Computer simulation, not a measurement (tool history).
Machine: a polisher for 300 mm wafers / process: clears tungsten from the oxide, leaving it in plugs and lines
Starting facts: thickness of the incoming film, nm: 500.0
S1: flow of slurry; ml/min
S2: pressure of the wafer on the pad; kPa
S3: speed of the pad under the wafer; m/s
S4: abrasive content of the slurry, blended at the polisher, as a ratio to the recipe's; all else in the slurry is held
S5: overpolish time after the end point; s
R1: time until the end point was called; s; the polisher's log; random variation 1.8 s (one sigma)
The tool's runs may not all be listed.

run 1 hour=0.0 | S1=155 S2=29.0 S3=0.94 S4=1.00 S5=49 | R1=92.434
run 2 hour=5.7 | S1=155 S2=29.0 S3=0.94 S4=1.00 S5=49 | R1=90.675
run 3 hour=10.6 | S1=155 S2=29.0 S3=0.94 S4=1.00 S5=52 | R1=91.632
run 4 hour=12.9 | S1=155 S2=35.2 S3=0.94 S4=1.00 S5=52 | R1=76.762
run 5 hour=18.9 | S1=155 S2=32.4 S3=0.92 S4=1.00 S5=52 | R1=85.120
run 6 hour=25.8 | S1=155 S2=32.4 S3=0.92 S4=1.15 S5=52 | R1=80.861
run 7 hour=33.9 | S1=155 S2=29.6 S3=0.92 S4=1.15 S5=52 | R1=86.533
run 8 hour=36.7 | S1=155 S2=27.6 S3=0.92 S4=1.15 S5=52 | R1=93.469

The next listed run, before its measurement:
run 9 hour=38.2 | S1=150 S2=20.0 S3=0.90 S4=1.15 S5=52 | R1=?

Run 9 measured R1 132.130 s.
